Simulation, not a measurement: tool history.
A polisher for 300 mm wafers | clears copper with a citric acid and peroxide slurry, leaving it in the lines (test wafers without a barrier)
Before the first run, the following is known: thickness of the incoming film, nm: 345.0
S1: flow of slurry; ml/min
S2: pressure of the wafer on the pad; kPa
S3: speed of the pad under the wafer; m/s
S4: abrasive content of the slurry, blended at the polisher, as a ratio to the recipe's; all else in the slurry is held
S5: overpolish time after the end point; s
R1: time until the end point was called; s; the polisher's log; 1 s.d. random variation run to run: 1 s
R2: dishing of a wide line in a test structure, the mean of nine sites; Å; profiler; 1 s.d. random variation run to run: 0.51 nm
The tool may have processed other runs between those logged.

run	hour	S1	S2	S3	S4	S5	R1	R2
1	0.0	160	23.4	1.00	1.0	10	115.500	212.84
2	4.8	175	23.4	1.00	1.0	10	117.750	212.17
3	13.3	175	26.2	1.04	1.0	10	101.530	247.96
4	21.9	175	26.2	1.04	1.0	6	100.290	152.24
5	30.5	175	26.2	1.24	1.0	6	84.467	180.80
6	34.5	175	26.9	1.32	1.0	7	79.121	226.68

Run 7 is up next; what results do you expect?
7	35.9	175	28.3	1.36	1.0	8	?	?

R1: 70.073 s
R2: 268.81 Å

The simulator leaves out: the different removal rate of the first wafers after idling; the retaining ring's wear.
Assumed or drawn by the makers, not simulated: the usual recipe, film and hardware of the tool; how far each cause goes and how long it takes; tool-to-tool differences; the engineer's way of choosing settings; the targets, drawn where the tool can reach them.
